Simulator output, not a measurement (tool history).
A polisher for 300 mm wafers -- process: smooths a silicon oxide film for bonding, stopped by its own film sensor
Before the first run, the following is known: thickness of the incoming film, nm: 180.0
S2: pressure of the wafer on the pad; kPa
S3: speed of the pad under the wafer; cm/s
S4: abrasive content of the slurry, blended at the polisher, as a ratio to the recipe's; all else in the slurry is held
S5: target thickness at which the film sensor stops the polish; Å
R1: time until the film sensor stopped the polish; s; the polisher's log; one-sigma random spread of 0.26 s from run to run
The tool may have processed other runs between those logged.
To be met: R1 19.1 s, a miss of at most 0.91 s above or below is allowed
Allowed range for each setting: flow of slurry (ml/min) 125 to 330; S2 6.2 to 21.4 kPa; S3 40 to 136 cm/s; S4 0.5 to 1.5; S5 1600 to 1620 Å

Run 1, day 0: flow of slurry (ml/min) 210, S2 13.8 kPa, S3 88 cm/s, S4 1, S5 1600 Å. Result: R1 33.801 s.
Run 2, day 0.175: flow of slurry (ml/min) 210, S2 13.8 kPa, S3 88 cm/s, S4 1.2, S5 1600 Å. Result: R1 31.73 s.
Run 3, day 0.208: flow of slurry (ml/min) 210, S2 14.5 kPa, S3 88 cm/s, S4 1.2, S5 1600 Å. Result: R1 30.132 s.
Run 4, day 0.429: flow of slurry (ml/min) 210, S2 14.5 kPa, S3 88 cm/s, S4 1.1, S5 1600 Å. Result: R1 31.106 s.
Run 5, day 0.508: flow of slurry (ml/min) 210, S2 14.5 kPa, S3 88 cm/s, S4 1, S5 1600 Å. Result: R1 32.664 s.
Run 6, day 0.596: flow of slurry (ml/min) 210, S2 15.2 kPa, S3 90 cm/s, S4 1, S5 1600 Å. Result: R1 30.445 s.
Run 7, day 0.746: flow of slurry (ml/min) 210, S2 15.9 kPa, S3 90 cm/s, S4 1, S5 1600 Å. Result: R1 29.48 s.
Run 8, day 0.912: flow of slurry (ml/min) 210, S2 20 kPa, S3 100 cm/s, S4 1, S5 1600 Å. Result: R1 20.996 s.
Run 9, day 1.142: flow of slurry (ml/min) 210, S2 20.7 kPa, S3 100 cm/s, S4 1, S5 1600 Å. Result: R1 21.249 s.

Exercise: of the 4 proposed moves below, exactly one satisfies all targets within the stated allowed misses. Which move is it?
Run A, day 1.371: flow of slurry (ml/min) 245, S2 21.4 kPa, S3 90 cm/s, S4 1.15, S5 1610 Å. Result: R1 ?.
Run B, day 1.371: flow of slurry (ml/min) 220, S2 18.6 kPa, S3 104 cm/s, S4 0.85, S5 1600 Å. Result: R1 ?.
Run C, day 1.371: flow of slurry (ml/min) 165, S2 21.4 kPa, S3 98 cm/s, S4 1, S5 1600 Å. Result: R1 ?.
Run D, day 1.371: flow of slurry (ml/min) 180, S2 21.4 kPa, S3 102 cm/s, S4 1.5, S5 1600 Å. Result: R1 ?.

move      R1
   A  18.999
   B  24.024
   C  21.145
   D  16.945
A: hits every target within its allowed miss
B: the biggest miss grows against the last run
C: neither nearer nor further off than the last run
D: the result that was furthest off in the last run now lies on the other side of its target
A meets every target.
